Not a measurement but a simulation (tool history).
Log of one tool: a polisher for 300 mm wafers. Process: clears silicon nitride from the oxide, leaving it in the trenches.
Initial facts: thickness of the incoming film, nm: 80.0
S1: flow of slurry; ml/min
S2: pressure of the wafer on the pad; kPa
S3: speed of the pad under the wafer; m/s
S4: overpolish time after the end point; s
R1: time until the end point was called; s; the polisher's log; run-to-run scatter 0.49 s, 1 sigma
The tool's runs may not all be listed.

run,day,S1,S2,S3,S4,R1
1,0,305,23.4,0.96,11,68.687
2,0.346,305,23.4,0.86,11,75.209
3,0.412,305,26.2,0.86,11,67.281
4,0.717,235,26.2,0.86,11,69.13
5,0.958,235,26.2,0.66,11,82.199
6,1.312,235,26.2,0.66,11,80.595
7,1.596,235,29,0.68,11,71.704
8,1.65,235,31,0.7,11,66.822
9,1.821,235,32.4,0.74,11,61.248
10,1.871,235,33.8,0.76,11,58.272

Run 11, settings as shown, results not yet in. Your forecast:
11,1.917,235,34.5,0.78,11,?

Run 11 yielded R1 55.792 s.

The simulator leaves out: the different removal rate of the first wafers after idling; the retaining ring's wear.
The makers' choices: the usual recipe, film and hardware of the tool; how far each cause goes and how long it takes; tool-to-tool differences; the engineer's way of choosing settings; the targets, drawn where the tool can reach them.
